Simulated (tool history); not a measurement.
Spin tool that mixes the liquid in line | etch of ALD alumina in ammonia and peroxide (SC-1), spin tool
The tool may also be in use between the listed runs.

run	hour	temperature setpoint of the liquid (C)	parts of 29 % ammonia solution to one part of 30 % peroxide (parts by volume)	time under the liquid (s)	thickness taken off the ALD alumina on a monitor wafer (Å)
1	0	55	0.5	50	41.396
2	2.7	55.5	0.5	50	42.24
3	8.9	51.5	0.5	50	33.821
4	13.4	52.5	0.5	50	36.371
5	17.8	52.5	0.6	50	36.729
6	18.8	53.5	0.6	50	38.718
7	19.6	54	0.6	50	40.017

Run 8, settings as shown, results not yet in. Your forecast:
8	25.6	54.5	0.6	50	?

Run 8 gave thickness taken off the ALD alumina on a monitor wafer (Å) 41.331.
